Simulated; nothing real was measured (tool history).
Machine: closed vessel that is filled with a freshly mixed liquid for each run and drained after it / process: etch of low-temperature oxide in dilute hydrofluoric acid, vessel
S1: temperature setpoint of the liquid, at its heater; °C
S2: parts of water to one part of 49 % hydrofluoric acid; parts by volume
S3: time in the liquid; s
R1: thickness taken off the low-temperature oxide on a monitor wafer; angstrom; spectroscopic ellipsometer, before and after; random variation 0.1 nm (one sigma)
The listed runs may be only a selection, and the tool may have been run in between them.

| run | hour | S1 | S2 | S3 | R1 |
|---|---|---|---|---|---|
| 1 | 0 | 21 | 185 | 55 | 81.604 |
| 2 | 2.9 | 21 | 185 | 40 | 59.289 |
| 3 | 5.9 | 22 | 170 | 40 | 68.366 |
| 4 | 7.9 | 22 | 170 | 40 | 68.412 |
| 5 | 9.7 | 22 | 170 | 40 | 68.941 |
| 6 | 16.3 | 23 | 155 | 40 | 79.174 |
| 7 | 20.4 | 23.5 | 145 | 40 | 87.848 |
| 8 | 29 | 24 | 140 | 40 | 92.456 |
| 9 | 30.6 | 24.5 | 135 | 40 | 99.119 |
| 10 | 38.6 | 25 | 130 | 40 | 105.93 |
| 11 | 40.8 | 25.5 | 125 | 40 | 112.8 |
| 12 | 50.1 | 29 | 100 | 40 | 167.09 |

Estimate the outcome of run 13 from the log above:
| 13 | 51.3 | 28 | 100 | 40 | ? |

{"run 13": {"R1": 158.78}}
